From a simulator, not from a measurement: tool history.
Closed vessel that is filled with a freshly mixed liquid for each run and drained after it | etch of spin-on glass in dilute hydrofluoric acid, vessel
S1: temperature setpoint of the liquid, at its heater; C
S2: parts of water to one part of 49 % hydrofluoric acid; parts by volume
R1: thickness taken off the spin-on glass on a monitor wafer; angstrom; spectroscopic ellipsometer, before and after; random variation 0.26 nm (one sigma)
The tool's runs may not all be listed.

run 1 hour=0 | S1=26 S2=135 time_in_the_liquid_(s)=30 | R1=113.63
run 2 hour=7.9 | S1=26 S2=135 time_in_the_liquid_(s)=30 | R1=113.26
run 3 hour=10 | S1=29 S2=135 time_in_the_liquid_(s)=30 | R1=125.89
run 4 hour=15.9 | S1=29.5 S2=125 time_in_the_liquid_(s)=30 | R1=141.01
run 5 hour=23.1 | S1=26 S2=125 time_in_the_liquid_(s)=30 | R1=123.36
run 6 hour=26.3 | S1=26 S2=150 time_in_the_liquid_(s)=30 | R1=100.39
run 7 hour=33.3 | S1=26 S2=150 time_in_the_liquid_(s)=30 | R1=100.18
run 8 hour=37.5 | S1=27 S2=135 time_in_the_liquid_(s)=30 | R1=118.51
run 9 hour=45.3 | S1=28 S2=125 time_in_the_liquid_(s)=30 | R1=135.15
run 10 hour=46.2 | S1=29 S2=115 time_in_the_liquid_(s)=30 | R1=154.4
run 11 hour=51.2 | S1=29.5 S2=110 time_in_the_liquid_(s)=30 | R1=162.65
run 12 hour=57.3 | S1=30 S2=105 time_in_the_liquid_(s)=30 | R1=174.62
run 13 hour=59 | S1=30.5 S2=100 time_in_the_liquid_(s)=30 | R1=192.84
run 14 hour=61.6 | S1=31 S2=95 time_in_the_liquid_(s)=30 | R1=201.83

Forecast run 15:
run 15 hour=65.1 | S1=31.5 S2=90 time_in_the_liquid_(s)=30 | R1=?

{"run 15": {"R1": 224.79}}

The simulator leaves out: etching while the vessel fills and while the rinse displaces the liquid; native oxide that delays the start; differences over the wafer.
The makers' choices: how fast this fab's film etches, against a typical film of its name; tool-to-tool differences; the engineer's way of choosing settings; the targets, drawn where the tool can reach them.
